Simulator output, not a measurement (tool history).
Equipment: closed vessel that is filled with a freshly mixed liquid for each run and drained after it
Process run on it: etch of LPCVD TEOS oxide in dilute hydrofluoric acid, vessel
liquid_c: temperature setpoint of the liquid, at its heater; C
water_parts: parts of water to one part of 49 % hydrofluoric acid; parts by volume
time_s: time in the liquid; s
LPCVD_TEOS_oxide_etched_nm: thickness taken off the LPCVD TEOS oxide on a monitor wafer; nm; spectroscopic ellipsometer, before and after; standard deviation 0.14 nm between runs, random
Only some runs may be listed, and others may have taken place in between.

run	hour	liquid_c	water_parts	time_s	LPCVD_TEOS_oxide_etched_nm
1	0.0	22.0	45	35	17.064
2	4.8	22.0	35	35	22.520
3	13.4	22.0	45	35	17.286
4	22.1	23.0	45	35	17.886
5	31.3	23.5	45	35	18.577
6	40.6	24.0	45	35	18.752
7	49.0	24.0	45	35	18.656

Run 8 comes next. What will it give?
8	55.1	24.5	45	35	?

LPCVD_TEOS_oxide_etched_nm: 19.352 nm
